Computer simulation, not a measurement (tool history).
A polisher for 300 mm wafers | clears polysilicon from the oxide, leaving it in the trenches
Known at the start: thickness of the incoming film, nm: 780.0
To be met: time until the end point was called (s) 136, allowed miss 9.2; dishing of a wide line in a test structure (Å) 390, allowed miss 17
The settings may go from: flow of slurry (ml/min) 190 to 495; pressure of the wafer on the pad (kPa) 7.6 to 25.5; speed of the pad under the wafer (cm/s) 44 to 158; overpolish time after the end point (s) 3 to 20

| run | hour | flow of slurry (ml/min) | pressure of the wafer on the pad (kPa) | speed of the pad under the wafer (cm/s) | overpolish time after the end point (s) | time until the end point was called (s) | dishing of a wide line in a test structure (Å) |
|---|---|---|---|---|---|---|---|
| 1 | 0 | 320 | 16.5 | 100 | 10 | 71.713 | 433.78 |
| 2 | 3.7 | 320 | 20.7 | 100 | 10 | 55.808 | 435.96 |
| 3 | 6.9 | 320 | 18.6 | 96 | 10 | 63.007 | 431.93 |
| 4 | 14.3 | 320 | 18.6 | 86 | 10 | 72.578 | 420.02 |
| 5 | 16.7 | 320 | 18.6 | 86 | 8 | 72.937 | 399.47 |
|  | 21.6 | slurry nozzle cleaned |
| 6 | 21.6 | 280 | 18.6 | 86 | 8 | 68.228 | 403.39 |
| 7 | 25.7 | 295 | 17.2 | 84 | 8 | 75.37 | 391.35 |
| 8 | 31.3 | 305 | 15.9 | 82 | 9 | 85.44 | 393.73 |
| 9 | 35 | 310 | 14.5 | 82 | 10 | 88.367 | 404.05 |
| 10 | 38.5 | 305 | 10.3 | 62 | 12 | 168.24 | 342.33 |

4 next moves are on the table. One of them brings every result within its allowed miss. Which?
| A | 42 | 325 | 9 | 88 | 14 | ? | ? |
| B | 42 | 290 | 9 | 70 | 14 | ? | ? |
| C | 42 | 290 | 9.7 | 66 | 17 | ? | ? |
| D | 42 | 300 | 11 | 80 | 18 | ? | ? |

| move | time until the end point was called (s) | dishing of a wide line in a test structure (Å) |
|---|---|---|
| A | 133.49 | 395.83 |
| B | 168.23 | 361.36 |
| C | 165.89 | 392.62 |
| D | 121.04 | 435.8 |
A: meets every target
B: as far off as the last run
C: nearer than the last run, and not there yet
D: takes the result that was furthest off past its target
Move A is the one to make.
